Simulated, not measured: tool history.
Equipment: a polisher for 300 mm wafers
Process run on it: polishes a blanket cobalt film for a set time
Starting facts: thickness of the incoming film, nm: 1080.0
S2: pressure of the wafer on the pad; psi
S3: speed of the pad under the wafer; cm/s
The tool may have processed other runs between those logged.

run 1 hour=0.0 | flow_of_slurry_(ml/min)=310 S2=2.2 S3=76 polishing_time_(s)=20 | film_removed_(Å)=1002.20
run 2 hour=3.6 | flow_of_slurry_(ml/min)=370 S2=2.2 S3=76 polishing_time_(s)=20 | film_removed_(Å)=1018.70
run 3 hour=6.5 | flow_of_slurry_(ml/min)=370 S2=2.1 S3=74 polishing_time_(s)=20 | film_removed_(Å)=964.77
run 4 hour=7.4 | flow_of_slurry_(ml/min)=365 S2=2.0 S3=72 polishing_time_(s)=20 | film_removed_(Å)=898.93
run 5 hour=15.8 | flow_of_slurry_(ml/min)=365 S2=1.9 S3=70 polishing_time_(s)=20 | film_removed_(Å)=822.32
run 6 hour=24.8 | flow_of_slurry_(ml/min)=290 S2=1.9 S3=70 polishing_time_(s)=20 | film_removed_(Å)=821.75
run 7 hour=26.3 | flow_of_slurry_(ml/min)=290 S2=1.8 S3=68 polishing_time_(s)=20 | film_removed_(Å)=756.81

Run 8 is up next; what results do you expect?
run 8 hour=33.4 | flow_of_slurry_(ml/min)=290 S2=1.7 S3=66 polishing_time_(s)=20 | film_removed_(Å)=?

{"run 8": {"film removed (Å)": 696.42}}
